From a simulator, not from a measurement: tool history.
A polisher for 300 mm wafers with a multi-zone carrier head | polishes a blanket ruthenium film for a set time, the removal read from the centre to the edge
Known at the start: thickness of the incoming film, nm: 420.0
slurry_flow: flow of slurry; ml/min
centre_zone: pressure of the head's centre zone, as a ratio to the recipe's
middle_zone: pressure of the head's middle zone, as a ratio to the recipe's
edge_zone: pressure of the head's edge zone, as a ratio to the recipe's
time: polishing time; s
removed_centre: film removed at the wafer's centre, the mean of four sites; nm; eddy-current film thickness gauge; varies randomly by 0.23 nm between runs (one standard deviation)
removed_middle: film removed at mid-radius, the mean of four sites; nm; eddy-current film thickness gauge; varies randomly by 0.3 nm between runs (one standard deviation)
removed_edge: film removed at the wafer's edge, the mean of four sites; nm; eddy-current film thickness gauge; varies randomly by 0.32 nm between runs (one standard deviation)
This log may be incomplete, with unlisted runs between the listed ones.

run,hour,slurry_flow,centre_zone,middle_zone,edge_zone,time,removed_centre,removed_middle,removed_edge
1,0.0,185,1.00,1.00,1.00,60,55.204,55.793,54.785
2,3.1,185,1.00,1.00,1.00,67,62.759,62.650,61.030
3,9.3,185,1.00,1.00,0.94,67,62.354,62.139,59.561
4,15.7,175,0.96,0.99,0.92,60,53.468,56.147,52.528
5,23.1,165,0.93,0.97,0.93,53,44.538,47.426,46.379
6,28.5,135,0.93,0.97,0.93,53,42.925,45.924,44.746
7,37.0,130,0.90,0.96,0.92,49,38.133,41.753,41.667

Run 8, settings as shown, results not yet in. Your forecast:
8,40.0,125,0.88,0.96,0.90,46,?,?,?

removed_centre: 34.718 nm
removed_middle: 38.742 nm
removed_edge: 38.140 nm
